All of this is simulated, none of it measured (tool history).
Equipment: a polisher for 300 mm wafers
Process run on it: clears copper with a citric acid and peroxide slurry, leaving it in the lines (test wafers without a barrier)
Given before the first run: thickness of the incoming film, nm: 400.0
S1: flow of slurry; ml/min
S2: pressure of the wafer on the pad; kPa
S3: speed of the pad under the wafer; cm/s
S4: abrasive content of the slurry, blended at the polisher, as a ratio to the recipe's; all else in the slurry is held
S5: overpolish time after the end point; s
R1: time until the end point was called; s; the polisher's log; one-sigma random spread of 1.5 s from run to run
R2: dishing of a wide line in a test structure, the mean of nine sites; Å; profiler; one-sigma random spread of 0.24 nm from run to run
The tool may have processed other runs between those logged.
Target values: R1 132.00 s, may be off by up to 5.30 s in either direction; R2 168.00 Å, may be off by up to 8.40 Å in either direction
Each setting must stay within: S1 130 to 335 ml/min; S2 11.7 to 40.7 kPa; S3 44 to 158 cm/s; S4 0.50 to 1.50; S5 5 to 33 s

run	hour	S1	S2	S3	S4	S5	R1	R2
1	0.0	215	26.2	100	1.00	17	160.04	300.65
2	8.8	215	26.2	102	1.00	15	158.67	283.03
3	14.7	225	26.2	102	1.05	14	155.79	272.16
4	23.4	225	29.6	102	1.05	14	143.10	281.11
5	31.4	235	31.0	98	1.10	13	143.98	267.25
6	33.5	235	26.9	98	1.10	13	159.54	244.81
7	40.2	245	30.3	104	1.10	5	136.63	117.54
8	44.2	235	29.0	112	1.20	9	131.17	214.37
9	52.4	290	30.3	106	1.10	8	129.54	191.87
10	55.9	285	30.3	106	1.10	8	131.94	194.27
11	60.9	280	30.3	106	1.10	8	134.30	191.48
12	68.5	275	30.3	106	1.10	8	133.37	184.53
13	75.2	270	30.3	106	1.10	8	131.53	186.68
14	79.7	265	30.3	106	1.10	8	134.16	187.16
15	82.6	260	30.3	106	1.10	8	135.34	191.47
16	87.0	260	30.3	106	1.10	8	134.09	187.36
17	95.0	250	31.0	106	1.05	8	135.15	186.53

Which of these 5 next moves meets every target?
A	103.0	250	35.2	90	1.05	8	?	?
B	103.0	250	32.4	106	1.00	7	?	?
C	103.0	245	33.1	98	1.05	9	?	?
D	103.0	265	29.6	110	1.05	8	?	?
E	103.0	185	30.3	126	0.55	9	?	?

move	R1	R2
A	145.10	172.53
B	131.57	166.83
C	139.27	199.07
D	132.25	187.29
E	132.24	208.22
A: the worst result of the last run now meets its target, but another is out of spec
B: all results land within tolerance of their targets
C: misses by more than the last run did
D: as far off as the last run
E: misses by more than the last run did
Answer: B
